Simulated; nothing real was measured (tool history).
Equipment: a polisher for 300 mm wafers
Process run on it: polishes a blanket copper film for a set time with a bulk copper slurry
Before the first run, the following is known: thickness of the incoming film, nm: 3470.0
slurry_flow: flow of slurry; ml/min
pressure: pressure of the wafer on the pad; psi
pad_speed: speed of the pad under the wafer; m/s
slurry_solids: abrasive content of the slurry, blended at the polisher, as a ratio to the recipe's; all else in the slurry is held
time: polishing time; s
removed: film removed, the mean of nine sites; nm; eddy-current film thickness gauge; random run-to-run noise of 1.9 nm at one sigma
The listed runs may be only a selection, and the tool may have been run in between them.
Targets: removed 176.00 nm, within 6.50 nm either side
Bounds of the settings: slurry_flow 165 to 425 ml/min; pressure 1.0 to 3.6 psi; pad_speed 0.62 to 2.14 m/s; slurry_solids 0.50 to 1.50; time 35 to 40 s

run    day  slurry_flow  pressure  pad_speed  slurry_solids  time  removed
  1  0.000          275       2.3       1.38           1.00    40   327.04
  2  0.329          275       1.7       1.38           1.00    40   246.80
  3  0.596          275       1.5       1.38           1.00    40   217.51
  4  0.967          275       2.0       1.38           1.00    40   291.50
  5  1.246          275       1.8       1.38           1.00    40   262.28
  6  1.608          220       1.8       1.38           1.00    40   253.21
  7  1.712          220       1.6       1.38           1.00    40   228.79
  8  1.788          220       1.5       1.38           1.00    40   211.68
     1.892  -- head pressure recalibrated
  9  1.892          215       1.4       1.38           1.00    40   215.72
 10  1.958          215       1.3       1.36           1.00    40   202.78
 11  2.054          215       1.2       1.36           1.00    40   187.19

Which one of the following 5 next-run settings gets every result inside its allowed miss? There is exactly one.
  A  2.150          170       1.3       1.54           0.90    39        ?
  B  2.150          185       1.2       1.38           0.95    36        ?
  C  2.150          365       1.2       1.22           0.95    40        ?
  D  2.150          240       1.2       1.32           1.00    36        ?
  E  2.150          165       1.0       1.60           0.90    37        ?

move  removed
   A   203.92
   B   161.89
   C   172.08
   D   163.31
   E   156.06
A: moves away from the targets compared with the last run
B: takes the biggest miss from the last run beyond its target
C: meets every target
D: takes the biggest miss from the last run beyond its target
E: takes the biggest miss from the last run beyond its target
C meets every target.

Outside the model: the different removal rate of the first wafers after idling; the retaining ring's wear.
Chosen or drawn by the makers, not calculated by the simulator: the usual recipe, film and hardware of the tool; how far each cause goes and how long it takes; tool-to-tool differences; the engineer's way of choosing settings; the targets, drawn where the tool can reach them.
